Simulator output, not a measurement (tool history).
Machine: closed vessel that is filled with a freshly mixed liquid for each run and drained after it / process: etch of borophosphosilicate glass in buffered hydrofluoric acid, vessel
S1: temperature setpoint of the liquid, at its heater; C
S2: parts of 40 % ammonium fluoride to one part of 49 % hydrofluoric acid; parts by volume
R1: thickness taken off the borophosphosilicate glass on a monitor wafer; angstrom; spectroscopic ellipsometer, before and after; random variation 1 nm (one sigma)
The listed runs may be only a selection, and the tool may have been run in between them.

Run 1, hour 0.0: S1 24.0 C, S2 8.5 parts by volume, time in the liquid (s) 90. Result: R1 2011.4 angstrom.
Run 2, hour 2.2: S1 22.5 C, S2 9.0 parts by volume, time in the liquid (s) 90. Result: R1 1715.8 angstrom.
Run 3, hour 6.7: S1 25.5 C, S2 9.0 parts by volume, time in the liquid (s) 90. Result: R1 2033.4 angstrom.
Run 4, hour 11.9: S1 24.0 C, S2 9.0 parts by volume, time in the liquid (s) 90. Result: R1 1860.6 angstrom.
Run 5, hour 17.3: S1 22.5 C, S2 9.0 parts by volume, time in the liquid (s) 90. Result: R1 1719.1 angstrom.
Run 6, hour 18.5: S1 21.5 C, S2 9.0 parts by volume, time in the liquid (s) 90. Result: R1 1610.9 angstrom.
Run 7, hour 20.8: S1 21.5 C, S2 9.0 parts by volume, time in the liquid (s) 90. Result: R1 1649.5 angstrom.
Run 8, hour 27.6: S1 20.5 C, S2 9.0 parts by volume, time in the liquid (s) 90. Result: R1 1527.1 angstrom.
Run 9, hour 32.9: S1 20.0 C, S2 9.0 parts by volume, time in the liquid (s) 90. Result: R1 1506.2 angstrom.
Run 10, hour 34.6: S1 19.5 C, S2 9.0 parts by volume, time in the liquid (s) 90. Result: R1 1439.0 angstrom.
Run 11, hour 37.5: S1 19.0 C, S2 9.0 parts by volume, time in the liquid (s) 90. Result: R1 1453.8 angstrom.

Run 12 is up next; what results do you expect?
Run 12, hour 44.8: S1 18.5 C, S2 9.0 parts by volume, time in the liquid (s) 90. Result: R1 ?.

Run 12 yielded R1 1384.5 angstrom.
